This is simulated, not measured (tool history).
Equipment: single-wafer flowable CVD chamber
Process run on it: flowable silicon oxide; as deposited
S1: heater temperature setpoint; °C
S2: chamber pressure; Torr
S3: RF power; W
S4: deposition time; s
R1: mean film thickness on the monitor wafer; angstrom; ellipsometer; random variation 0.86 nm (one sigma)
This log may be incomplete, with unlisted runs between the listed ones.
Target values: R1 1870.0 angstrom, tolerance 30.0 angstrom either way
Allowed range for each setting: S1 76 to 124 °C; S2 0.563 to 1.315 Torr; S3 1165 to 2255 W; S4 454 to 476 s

run	day	S1	S2	S3	S4	R1
1	0.000	100	0.939	1710	476	3241.5
2	0.096	102	0.939	1710	476	3023.0
3	0.133	102	0.939	1710	476	3029.8
4	0.321	104	0.939	1710	476	2844.4
5	0.621	105	0.939	1710	476	2787.8
6	0.717	107	0.939	1710	476	2632.1
7	0.758	108	0.939	1710	476	2544.8
8	0.912	109	0.939	1710	476	2454.6
9	1.062	110	0.939	1710	476	2414.2
10	1.112	111	0.939	1710	476	2322.6
11	1.175	112	0.939	1710	476	2259.2
12	1.425	113	0.939	1710	476	2218.5
13	1.492	114	0.939	1710	476	2147.5
14	1.642	115	0.939	1710	476	2080.8
15	1.904	117	0.939	1710	476	1977.3

Next run, 4 choices. One meets every target within its allowed miss, the rest don't. Which?
A	2.167	113	0.959	1570	454	?
B	2.167	114	0.840	1850	475	?
C	2.167	120	1.105	1595	454	?
D	2.167	114	0.855	1680	455	?

move	R1
A	2078.5
B	1968.9
C	1982.5
D	1859.2
A: moves away from the targets compared with the last run
B: nearer than the last run, and not there yet
C: no better and no worse than the last run
D: all results in spec
Move D is the one to make.
